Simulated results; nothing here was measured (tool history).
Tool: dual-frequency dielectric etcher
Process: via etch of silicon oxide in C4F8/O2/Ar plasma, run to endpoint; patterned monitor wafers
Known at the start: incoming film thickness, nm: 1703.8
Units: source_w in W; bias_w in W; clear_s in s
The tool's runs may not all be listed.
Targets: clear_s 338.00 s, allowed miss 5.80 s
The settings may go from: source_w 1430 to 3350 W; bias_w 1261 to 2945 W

run 1 day=0.000 | source_w=2390 bias_w=2103 | clear_s=301.68
run 2 day=0.054 | source_w=2050 bias_w=2103 | clear_s=324.34
run 3 day=0.283 | source_w=2000 bias_w=2097 | clear_s=329.05
run 4 day=0.321 | source_w=1750 bias_w=2097 | clear_s=345.85
run 5 day=0.692 | source_w=2180 bias_w=2097 | clear_s=313.20
run 6 day=0.975 | source_w=2100 bias_w=2087 | clear_s=319.29
run 7 day=1.021 | source_w=2030 bias_w=2078 | clear_s=322.99
run 8 day=1.225 | source_w=1740 bias_w=2031 | clear_s=356.65

4 next moves are on the table. One of them brings every result within its allowed miss. Which?
run A day=1.429 | source_w=1770 bias_w=2257 | clear_s=?
run B day=1.429 | source_w=1580 bias_w=2083 | clear_s=?
run C day=1.429 | source_w=2190 bias_w=1835 | clear_s=?
run D day=1.429 | source_w=1760 bias_w=2075 | clear_s=?

move=A clear_s=338.09
move=B clear_s=366.71
move=C clear_s=329.04
move=D clear_s=349.02
A: meets every target
B: further off than the last run
C: takes the result that was furthest off past its target
D: nearer than the last run, and not there yet
Answer: A
